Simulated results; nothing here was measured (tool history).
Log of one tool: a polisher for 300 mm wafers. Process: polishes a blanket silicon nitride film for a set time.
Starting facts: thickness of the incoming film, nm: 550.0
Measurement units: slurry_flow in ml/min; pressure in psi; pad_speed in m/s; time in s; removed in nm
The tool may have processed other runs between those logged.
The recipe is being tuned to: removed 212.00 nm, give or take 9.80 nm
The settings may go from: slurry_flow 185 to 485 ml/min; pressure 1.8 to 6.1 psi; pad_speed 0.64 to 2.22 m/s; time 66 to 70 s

run  hour  slurry_flow  pressure  pad_speed  time  removed
  1   0.0          310       3.9       1.42    66   151.11
  2   2.6          310       4.3       1.44    66   167.16
  3  11.4          310       4.6       1.44    66   176.80
  4  19.3          310       4.6       1.70    66   194.25
  5  21.6          310       3.9       1.70    66   178.83
  6  28.7          310       4.2       1.72    66   185.68
  7  31.5          310       4.4       1.74    66   196.78
  8  37.9          310       4.5       1.74    66   193.47
  9  46.0          310       4.6       1.76    66   197.84

Which one of the following 5 next-run settings gets every result inside its allowed miss? There is exactly one.
  A  54.1          315       4.4       1.62    66        ?
  B  54.1          275       3.8       1.66    66        ?
  C  54.1          215       4.5       1.88    70        ?
  D  54.1          330       5.3       1.34    66        ?
  E  54.1          255       5.0       1.52    66        ?

move  removed
   A   185.30
   B   166.77
   C   210.17
   D   190.52
   E   191.65
A: moves away from the targets compared with the last run
B: moves away from the targets compared with the last run
C: meets every target
D: moves away from the targets compared with the last run
E: moves away from the targets compared with the last run
C meets every target.
